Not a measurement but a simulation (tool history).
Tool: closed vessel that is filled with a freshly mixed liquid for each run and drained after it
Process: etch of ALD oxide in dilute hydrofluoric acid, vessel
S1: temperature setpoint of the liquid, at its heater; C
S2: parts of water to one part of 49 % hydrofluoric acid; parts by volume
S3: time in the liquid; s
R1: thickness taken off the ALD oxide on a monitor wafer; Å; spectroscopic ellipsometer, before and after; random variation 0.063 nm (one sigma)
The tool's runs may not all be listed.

run,hour,S1,S2,S3,R1
1,0.0,22.0,175,75,51.221
2,3.6,23.5,175,75,54.262
3,4.7,21.0,175,75,48.574
4,11.9,23.0,175,75,54.022
5,16.8,21.5,175,75,50.109
6,18.5,23.0,175,75,53.617
7,22.1,27.0,170,75,64.273
8,30.0,27.5,170,75,65.527

Run 9 comes next. What will it give?
9,37.7,28.0,170,75,?

R1: 67.460 Å

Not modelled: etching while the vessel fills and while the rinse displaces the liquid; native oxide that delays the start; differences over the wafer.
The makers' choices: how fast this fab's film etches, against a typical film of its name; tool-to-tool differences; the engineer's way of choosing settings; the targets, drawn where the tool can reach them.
